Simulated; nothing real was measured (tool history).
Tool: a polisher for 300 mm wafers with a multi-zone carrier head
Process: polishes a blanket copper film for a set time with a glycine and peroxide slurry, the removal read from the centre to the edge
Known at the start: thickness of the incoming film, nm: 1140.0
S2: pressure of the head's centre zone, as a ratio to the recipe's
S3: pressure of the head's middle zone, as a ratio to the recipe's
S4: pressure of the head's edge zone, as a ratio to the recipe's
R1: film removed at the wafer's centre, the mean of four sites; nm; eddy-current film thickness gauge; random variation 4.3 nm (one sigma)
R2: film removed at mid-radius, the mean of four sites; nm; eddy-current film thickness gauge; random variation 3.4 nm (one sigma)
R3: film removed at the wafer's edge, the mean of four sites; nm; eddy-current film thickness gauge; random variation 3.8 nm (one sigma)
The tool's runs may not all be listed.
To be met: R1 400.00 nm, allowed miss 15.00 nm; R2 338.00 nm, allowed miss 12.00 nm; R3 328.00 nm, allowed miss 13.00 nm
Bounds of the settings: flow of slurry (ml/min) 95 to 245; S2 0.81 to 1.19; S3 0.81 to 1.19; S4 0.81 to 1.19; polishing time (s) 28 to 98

{"run": 1, "hour": 0.0, "flow of slurry (ml/min)": 155, "S2": 1.0, "S3": 1.0, "S4": 1.0, "polishing time (s)": 63, "R1": 301.57, "R2": 306.5, "R3": 293.41}
{"run": 2, "hour": 1.7, "flow of slurry (ml/min)": 155, "S2": 1.0, "S3": 1.0, "S4": 1.0, "polishing time (s)": 70, "R1": 340.69, "R2": 334.41, "R3": 333.71}
{"run": 3, "hour": 8.9, "flow of slurry (ml/min)": 155, "S2": 1.0, "S3": 1.0, "S4": 1.0, "polishing time (s)": 55, "R1": 263.48, "R2": 264.27, "R3": 264.25}
{"run": 4, "hour": 11.2, "flow of slurry (ml/min)": 175, "S2": 1.06, "S3": 1.02, "S4": 1.03, "polishing time (s)": 58, "R1": 304.74, "R2": 284.79, "R3": 280.84}
{"run": 5, "hour": 16.5, "flow of slurry (ml/min)": 185, "S2": 1.1, "S3": 1.04, "S4": 1.06, "polishing time (s)": 60, "R1": 337.49, "R2": 306.79, "R3": 303.27}
{"run": 6, "hour": 23.9, "flow of slurry (ml/min)": 195, "S2": 1.13, "S3": 1.06, "S4": 1.07, "polishing time (s)": 60, "R1": 348.97, "R2": 315.75, "R3": 309.06}
{"run": 7, "hour": 29.7, "flow of slurry (ml/min)": 205, "S2": 1.15, "S3": 1.06, "S4": 1.07, "polishing time (s)": 61, "R1": 360.45, "R2": 319.85, "R3": 313.58}
{"run": 8, "hour": 37.9, "flow of slurry (ml/min)": 210, "S2": 1.16, "S3": 1.06, "S4": 1.06, "polishing time (s)": 62, "R1": 373.5, "R2": 325.45, "R3": 319.33}
{"run": 9, "hour": 43.2, "flow of slurry (ml/min)": 210, "S2": 1.16, "S3": 1.06, "S4": 1.06, "polishing time (s)": 62, "R1": 366.83, "R2": 321.25, "R3": 319.25}
{"run": 10, "hour": 47.3, "flow of slurry (ml/min)": 190, "S2": 1.17, "S3": 1.06, "S4": 1.06, "polishing time (s)": 64, "R1": 372.17, "R2": 330.53, "R3": 322.06}

5 next moves are on the table. One of them brings every result within its allowed miss. Which?
{"run": "A", "hour": 51.4, "flow of slurry (ml/min)": 220, "S2": 1.16, "S3": 1.0, "S4": 0.98, "polishing time (s)": 66, "R1": "?", "R2": "?", "R3": "?"}
{"run": "B", "hour": 51.4, "flow of slurry (ml/min)": 210, "S2": 1.14, "S3": 1.04, "S4": 1.18, "polishing time (s)": 61, "R1": "?", "R2": "?", "R3": "?"}
{"run": "C", "hour": 51.4, "flow of slurry (ml/min)": 245, "S2": 1.13, "S3": 0.97, "S4": 1.1, "polishing time (s)": 60, "R1": "?", "R2": "?", "R3": "?"}
{"run": "D", "hour": 51.4, "flow of slurry (ml/min)": 200, "S2": 1.06, "S3": 0.96, "S4": 1.19, "polishing time (s)": 65, "R1": "?", "R2": "?", "R3": "?"}
{"run": "E", "hour": 51.4, "flow of slurry (ml/min)": 200, "S2": 1.08, "S3": 1.08, "S4": 1.12, "polishing time (s)": 62, "R1": "?", "R2": "?", "R3": "?"}

move=A R1=401.53 R2=330.85 R3=323.42
move=B R1=362.13 R2=313.02 R3=326.28
move=C R1=360.97 R2=297.98 R3=314.59
move=D R1=355.56 R2=311.63 R3=347.68
move=E R1=345.86 R2=325.36 R3=320.92
A: meets every target
B: further off than the last run
C: further off than the last run
D: further off than the last run
E: further off than the last run
Move A is the one to make.
